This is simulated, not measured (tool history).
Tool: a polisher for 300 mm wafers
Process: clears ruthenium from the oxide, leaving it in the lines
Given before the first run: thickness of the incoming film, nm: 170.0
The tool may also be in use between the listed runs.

run,hour,flow of slurry (ml/min),pressure of the wafer on the pad (psi),speed of the pad under the wafer (cm/s),overpolish time after the end point (s),time until the end point was called (s)
1,0,180,1.7,118,16,134.12
2,2.7,180,1.7,118,16,133.28
3,3.8,175,1.4,112,16,169.74
4,11.4,175,1.6,112,16,149.55
# hour 16.7: slurry nozzle cleaned
5,16.7,175,1.6,124,16,132.11
6,20.8,135,1.6,124,16,136.19
7,24.6,135,1.3,116,16,173.72

Run 8, settings as shown, results not yet in. Your forecast:
8,27.4,125,0.8,96,16,?

{"run 8": {"time until the end point was called (s)": 323.1}}
